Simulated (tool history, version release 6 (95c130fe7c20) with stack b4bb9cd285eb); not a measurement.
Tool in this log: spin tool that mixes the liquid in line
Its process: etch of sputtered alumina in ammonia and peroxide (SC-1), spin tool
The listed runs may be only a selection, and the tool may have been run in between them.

run  hour  temperature setpoint of the liquid (°C)  parts of 29 % ammonia solution to one part of 30 % peroxide (parts by volume)  time under the liquid (s)  thickness taken off the sputtered alumina on a monitor wafer (angstrom)
  1     0                                       54                                                                           0.55                        210                                                                   114.31
  2   7.2                                       54                                                                           0.55                        225                                                                   121.63
  3  15.3                                     58.5                                                                           0.55                        225                                                                   154.62
  4    16                                     56.5                                                                           0.55                        225                                                                   139.72
  5  21.7                                     51.5                                                                           0.55                        225                                                                   106.46
  6  29.6                                     51.5                                                                           0.75                        225                                                                   110.25
  7  30.9                                       51                                                                           0.75                        225                                                                   107.18

Run 8 has not been measured yet. What should we expect?
  8  37.7                                     50.5                                                                           0.75                        225                                                                        ?

Run 8 measured thickness taken off the sputtered alumina on a monitor wafer (angstrom) 102.91.
